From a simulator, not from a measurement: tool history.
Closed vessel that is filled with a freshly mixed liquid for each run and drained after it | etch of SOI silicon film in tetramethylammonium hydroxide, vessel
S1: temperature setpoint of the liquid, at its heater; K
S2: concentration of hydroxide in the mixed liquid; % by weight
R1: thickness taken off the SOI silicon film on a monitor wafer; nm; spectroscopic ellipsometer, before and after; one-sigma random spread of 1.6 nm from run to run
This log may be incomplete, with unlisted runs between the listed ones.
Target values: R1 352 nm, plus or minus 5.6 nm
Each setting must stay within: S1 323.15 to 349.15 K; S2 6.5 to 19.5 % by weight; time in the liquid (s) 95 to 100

{"run": 1, "day": 0.0, "S1": 336.15, "S2": 13, "time in the liquid (s)": 95, "R1": 394.74}
{"run": 2, "day": 0.108, "S1": 339.15, "S2": 13, "time in the liquid (s)": 95, "R1": 477.13}
{"run": 3, "day": 0.338, "S1": 339.15, "S2": 13, "time in the liquid (s)": 100, "R1": 497.92}
{"run": 4, "day": 0.55, "S1": 338.15, "S2": 13, "time in the liquid (s)": 100, "R1": 465.37}
{"run": 5, "day": 0.679, "S1": 338.15, "S2": 13, "time in the liquid (s)": 95, "R1": 445.17}
{"run": 6, "day": 0.925, "S1": 338.15, "S2": 14, "time in the liquid (s)": 95, "R1": 428.1}
{"run": 7, "day": 1.192, "S1": 337.65, "S2": 14, "time in the liquid (s)": 95, "R1": 417.85}
{"run": 8, "day": 1.271, "S1": 334.15, "S2": 14, "time in the liquid (s)": 95, "R1": 336.67}

5 candidate next runs follow, results not yet known. Just one meets every target within its allowed miss. Identify it.
{"run": "A", "day": 1.35, "S1": 334.15, "S2": 13, "time in the liquid (s)": 100, "R1": "?"}
{"run": "B", "day": 1.35, "S1": 334.65, "S2": 13.5, "time in the liquid (s)": 95, "R1": "?"}
{"run": "C", "day": 1.35, "S1": 332.65, "S2": 12.5, "time in the liquid (s)": 95, "R1": "?"}
{"run": "D", "day": 1.35, "S1": 335.15, "S2": 15.5, "time in the liquid (s)": 95, "R1": "?"}
{"run": "E", "day": 1.35, "S1": 331.15, "S2": 12, "time in the liquid (s)": 100, "R1": "?"}

move=A R1=365.55
move=B R1=351.9
move=C R1=321.81
move=D R1=339.89
move=E R1=313.41
A: moves the result that the last run missed by most past its target, out the other side
B: meets every target
C: its largest miss is bigger than the last run's
D: closer than the last run, but not yet in spec
E: its largest miss is bigger than the last run's
B meets every target.

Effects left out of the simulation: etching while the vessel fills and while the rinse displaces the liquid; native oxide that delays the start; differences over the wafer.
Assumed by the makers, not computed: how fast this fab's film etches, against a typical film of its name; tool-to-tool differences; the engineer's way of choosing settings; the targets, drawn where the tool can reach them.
